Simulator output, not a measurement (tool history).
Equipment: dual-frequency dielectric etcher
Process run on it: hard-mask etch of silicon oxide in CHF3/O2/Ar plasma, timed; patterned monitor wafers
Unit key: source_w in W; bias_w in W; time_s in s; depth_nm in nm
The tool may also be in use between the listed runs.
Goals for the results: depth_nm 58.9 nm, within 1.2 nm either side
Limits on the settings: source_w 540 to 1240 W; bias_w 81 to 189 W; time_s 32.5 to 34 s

{"run": 1, "hour": 0.0, "source_w": 890, "bias_w": 135, "time_s": 32.5, "depth_nm": 67.845}
{"run": 2, "hour": 5.9, "source_w": 890, "bias_w": 135, "time_s": 32.5, "depth_nm": 68.357}
{"run": 3, "hour": 11.8, "source_w": 810, "bias_w": 132, "time_s": 32.5, "depth_nm": 63.331}
{"run": 4, "hour": 20.4, "source_w": 870, "bias_w": 132, "time_s": 32.5, "depth_nm": 66.25}
{"run": 5, "hour": 24.8, "source_w": 820, "bias_w": 131, "time_s": 32.5, "depth_nm": 64.326}
{"run": 6, "hour": 32.3, "source_w": 780, "bias_w": 130, "time_s": 32.5, "depth_nm": 62.493}
{"run": 7, "hour": 37.4, "source_w": 750, "bias_w": 129, "time_s": 32.5, "depth_nm": 60.527}
{"run": 8, "hour": 41.4, "source_w": 740, "bias_w": 129, "time_s": 32.5, "depth_nm": 60.274}

Below are 5 possible settings for the next run. Only one of them brings all results inside the allowed miss of their targets. Which is it?
{"run": "A", "hour": 45.4, "source_w": 720, "bias_w": 129, "time_s": 34, "depth_nm": "?"}
{"run": "B", "hour": 45.4, "source_w": 700, "bias_w": 136, "time_s": 33.5, "depth_nm": "?"}
{"run": "C", "hour": 45.4, "source_w": 650, "bias_w": 147, "time_s": 34, "depth_nm": "?"}
{"run": "D", "hour": 45.4, "source_w": 750, "bias_w": 120, "time_s": 32.5, "depth_nm": "?"}
{"run": "E", "hour": 45.4, "source_w": 730, "bias_w": 134, "time_s": 33, "depth_nm": "?"}

move=A depth_nm=62.742
move=B depth_nm=62.007
move=C depth_nm=62.057
move=D depth_nm=59.808
move=E depth_nm=62.192
A: moves away from the targets compared with the last run
B: moves away from the targets compared with the last run
C: moves away from the targets compared with the last run
D: meets every target
E: moves away from the targets compared with the last run
Answer: D
